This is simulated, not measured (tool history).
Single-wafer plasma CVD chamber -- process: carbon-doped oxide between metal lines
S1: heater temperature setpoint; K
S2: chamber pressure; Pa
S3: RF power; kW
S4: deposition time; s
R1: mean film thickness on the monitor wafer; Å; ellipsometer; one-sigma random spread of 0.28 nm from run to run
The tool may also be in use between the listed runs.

run 1 hour=0 | S1=598.15 S2=588 S3=0.57 S4=9 | R1=559.93
run 2 hour=8.6 | S1=603.15 S2=588 S3=0.57 S4=9 | R1=546.11
run 3 hour=12.1 | S1=603.15 S2=588 S3=0.605 S4=9 | R1=570.19
run 4 hour=18.9 | S1=598.15 S2=588 S3=0.605 S4=9 | R1=585.82
run 5 hour=24.6 | S1=604.15 S2=553 S3=0.59 S4=9 | R1=559.89
run 6 hour=28 | S1=604.15 S2=553 S3=0.59 S4=9 | R1=559.79
run 7 hour=30.7 | S1=604.15 S2=553 S3=0.59 S4=9 | R1=555.87
run 8 hour=33.7 | S1=608.15 S2=539 S3=0.575 S4=9 | R1=532.64
run 9 hour=39.2 | S1=611.15 S2=529 S3=0.57 S4=9 | R1=524.34
run 10 hour=46.9 | S1=613.15 S2=521 S3=0.565 S4=9 | R1=517.88

For run 11, what comes out?
run 11 hour=51.5 | S1=615.15 S2=515 S3=0.56 S4=9 | R1=?

R1: 506.69 Å
